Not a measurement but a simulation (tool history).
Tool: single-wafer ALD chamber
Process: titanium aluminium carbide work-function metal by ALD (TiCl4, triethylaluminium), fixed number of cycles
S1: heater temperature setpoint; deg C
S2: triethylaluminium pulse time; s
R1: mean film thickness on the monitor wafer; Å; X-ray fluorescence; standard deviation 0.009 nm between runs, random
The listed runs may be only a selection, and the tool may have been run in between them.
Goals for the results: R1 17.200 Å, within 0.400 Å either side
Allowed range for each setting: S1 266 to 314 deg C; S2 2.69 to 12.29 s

run,hour,S1,S2,R1
1,0.0,290,7.49,19.490
2,7.1,288,7.26,19.265
3,8.3,286,7.00,19.094
4,10.8,286,5.56,18.113
5,14.0,281,5.56,17.603
6,20.3,281,3.78,15.820
7,22.3,282,3.87,16.002
8,29.6,283,3.96,16.247
9,34.8,284,4.03,16.226
10,41.6,285,4.14,16.581
11,46.5,286,4.17,16.693

Which single option among these 5 for the next run brings every result within its allowed miss of target? Just one does.
A,51.4,293,4.31,?
B,51.4,277,4.36,?
C,51.4,281,4.12,?
D,51.4,281,4.22,?
E,51.4,282,3.66,?

move,R1
A,17.388
B,16.278
C,16.291
D,16.409
E,15.770
A: meets every target
B: the biggest miss grows against the last run
C: the biggest miss grows against the last run
D: the biggest miss grows against the last run
E: the biggest miss grows against the last run
So the answer is move A, the one that meets all the targets.

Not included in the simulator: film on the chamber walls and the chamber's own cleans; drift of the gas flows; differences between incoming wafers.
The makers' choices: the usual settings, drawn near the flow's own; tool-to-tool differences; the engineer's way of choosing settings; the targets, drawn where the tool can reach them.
